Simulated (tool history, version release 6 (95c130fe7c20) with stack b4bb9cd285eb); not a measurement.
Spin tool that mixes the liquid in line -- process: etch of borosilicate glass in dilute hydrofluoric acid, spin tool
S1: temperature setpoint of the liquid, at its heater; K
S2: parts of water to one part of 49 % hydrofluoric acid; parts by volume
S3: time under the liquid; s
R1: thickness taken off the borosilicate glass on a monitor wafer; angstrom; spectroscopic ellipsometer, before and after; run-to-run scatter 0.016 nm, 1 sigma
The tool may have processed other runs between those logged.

run	day	S1	S2	S3	R1
1	0.000	295.15	165	15	25.550
2	0.146	296.65	160	15	28.072
3	0.300	295.15	160	15	26.623
4	0.471	295.15	160	15	26.716
5	0.575	295.15	210	15	19.144
6	0.679	296.65	195	15	22.084
7	0.721	298.15	185	15	25.023
8	0.854	299.15	175	15	27.724

Estimate the outcome of run 9 from the log above:
9	1.221	300.15	170	15	?

R1: 30.037 angstrom

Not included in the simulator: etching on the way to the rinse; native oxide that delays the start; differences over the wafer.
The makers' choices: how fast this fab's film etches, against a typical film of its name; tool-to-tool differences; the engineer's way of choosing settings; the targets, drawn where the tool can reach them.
